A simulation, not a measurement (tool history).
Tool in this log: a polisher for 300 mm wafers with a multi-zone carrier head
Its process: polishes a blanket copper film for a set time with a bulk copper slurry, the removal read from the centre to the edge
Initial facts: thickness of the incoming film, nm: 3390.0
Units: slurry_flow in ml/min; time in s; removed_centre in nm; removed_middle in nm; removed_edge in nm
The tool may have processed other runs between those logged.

run    day  slurry_flow  centre_zone  middle_zone  edge_zone  slurry_solids  time  removed_centre  removed_middle  removed_edge
  1  0.000          200         1.00         1.00       1.00           1.00    49          666.14          699.48        715.49
  2  0.200          190         0.96         1.00       0.97           0.95    49          636.21          676.96        680.39
  3  0.308          190         0.96         1.00       0.97           0.95    39          516.71          546.46        543.27
  4  0.333          190         0.96         1.00       0.97           1.15    39          525.22          552.52        570.67
     0.633  -- edge zone pressure recalibrated
  5  0.633          210         0.95         1.04       1.00           1.20    39          546.85          590.55        563.40
  6  0.754          210         0.95         1.04       1.00           1.00    39          519.17          571.97        539.48

Forecast run 7:
  7  0.788          190         0.92         1.06       1.03           1.15    40               ?               ?             ?

removed_centre: 529.30 nm
removed_middle: 603.06 nm
removed_edge: 579.10 nm

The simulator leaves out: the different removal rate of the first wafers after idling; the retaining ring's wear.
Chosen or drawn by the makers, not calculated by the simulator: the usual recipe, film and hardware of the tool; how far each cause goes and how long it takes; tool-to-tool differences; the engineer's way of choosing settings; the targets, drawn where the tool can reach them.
